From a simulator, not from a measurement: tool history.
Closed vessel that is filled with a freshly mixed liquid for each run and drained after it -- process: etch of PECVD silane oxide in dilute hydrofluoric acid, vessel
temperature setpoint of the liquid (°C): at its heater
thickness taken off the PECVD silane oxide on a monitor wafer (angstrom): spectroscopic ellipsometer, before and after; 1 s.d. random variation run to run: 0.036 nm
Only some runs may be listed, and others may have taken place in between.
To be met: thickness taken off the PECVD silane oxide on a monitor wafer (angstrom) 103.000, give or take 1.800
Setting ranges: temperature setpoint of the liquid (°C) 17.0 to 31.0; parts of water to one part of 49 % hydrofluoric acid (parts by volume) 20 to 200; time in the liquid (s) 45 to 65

| run | day | temperature setpoint of the liquid (°C) | parts of water to one part of 49 % hydrofluoric acid (parts by volume) | time in the liquid (s) | thickness taken off the PECVD silane oxide on a monitor wafer (angstrom) |
|---|---|---|---|---|---|
| 1 | 0.000 | 23.0 | 110 | 65 | 185.110 |
| 2 | 0.046 | 21.5 | 120 | 65 | 158.150 |
| 3 | 0.138 | 21.5 | 150 | 65 | 122.520 |
| 4 | 0.458 | 21.5 | 150 | 45 | 84.753 |
| 5 | 0.729 | 23.0 | 150 | 45 | 89.095 |
| 6 | 1.054 | 23.0 | 145 | 45 | 93.943 |
| 7 | 1.217 | 22.5 | 145 | 45 | 91.616 |
| 8 | 1.271 | 22.5 | 140 | 45 | 94.804 |
| 9 | 1.354 | 22.5 | 135 | 45 | 99.349 |

Next run, 4 choices. One meets every target within its allowed miss, the rest don't. Which?
| A | 1.438 | 23.5 | 130 | 45 | ? |
| B | 1.438 | 21.5 | 145 | 55 | ? |
| C | 1.438 | 23.0 | 175 | 60 | ? |
| D | 1.438 | 18.5 | 135 | 55 | ? |

| move | thickness taken off the PECVD silane oxide on a monitor wafer (angstrom) |
|---|---|
| A | 107.670 |
| B | 107.280 |
| C | 99.468 |
| D | 103.260 |
A: carries the result that was furthest off beyond its target, to the other side
B: carries the result that was furthest off beyond its target, to the other side
C: no nearer and no further than the last run
D: each result inside its tolerance
Correct choice: D, which meets every target
